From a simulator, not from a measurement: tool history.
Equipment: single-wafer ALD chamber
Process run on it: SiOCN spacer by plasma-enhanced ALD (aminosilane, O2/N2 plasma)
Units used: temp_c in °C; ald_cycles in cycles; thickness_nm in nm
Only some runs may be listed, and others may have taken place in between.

run  hour  temp_c  ald_cycles  thickness_nm
  1   0.0     410          66        3.7662
  2   2.2     410          61        3.4669
  3   7.5     414          58        3.2694
  4   8.7     414          62        3.4878
  5  15.6     417          59        3.2631
  6  16.6     407          59        3.4376
  7  19.1     413          57        3.2311

What will run 8 give?
  8  19.9     418          56             ?

{"run 8": {"thickness_nm": 3.0998}}
